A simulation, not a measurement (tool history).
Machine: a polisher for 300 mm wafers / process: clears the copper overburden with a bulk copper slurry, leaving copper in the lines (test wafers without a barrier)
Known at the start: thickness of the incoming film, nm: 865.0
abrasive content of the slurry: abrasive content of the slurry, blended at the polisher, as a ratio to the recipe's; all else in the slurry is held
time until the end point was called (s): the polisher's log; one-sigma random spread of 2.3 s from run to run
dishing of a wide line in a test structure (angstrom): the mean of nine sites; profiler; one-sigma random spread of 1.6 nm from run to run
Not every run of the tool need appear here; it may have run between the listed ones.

run	hour	flow of slurry (ml/min)	pressure of the wafer on the pad (psi)	speed of the pad under the wafer (m/s)	abrasive content of the slurry	overpolish time after the end point (s)	time until the end point was called (s)	dishing of a wide line in a test structure (angstrom)
1	0.0	165	2.7	1.24	1.0	26	73.567	1181.30
2	1.5	165	2.3	1.20	1.0	22	86.059	953.06
3	2.8	165	2.3	1.20	1.2	22	84.878	990.12
4	9.3	165	2.3	1.20	1.2	12	85.175	726.13
5	16.7	165	2.0	1.14	1.2	14	103.610	700.62
6	23.0	125	2.0	1.14	1.2	14	107.350	665.84
7	25.1	125	1.9	1.12	1.2	16	114.030	682.02
8	31.7	125	1.8	1.10	1.2	18	124.730	705.32

Predict the results of run 9:
9	36.1	125	1.7	1.10	1.2	19	?	?

time until the end point was called (s): 125.030
dishing of a wide line in a test structure (angstrom): 696.89

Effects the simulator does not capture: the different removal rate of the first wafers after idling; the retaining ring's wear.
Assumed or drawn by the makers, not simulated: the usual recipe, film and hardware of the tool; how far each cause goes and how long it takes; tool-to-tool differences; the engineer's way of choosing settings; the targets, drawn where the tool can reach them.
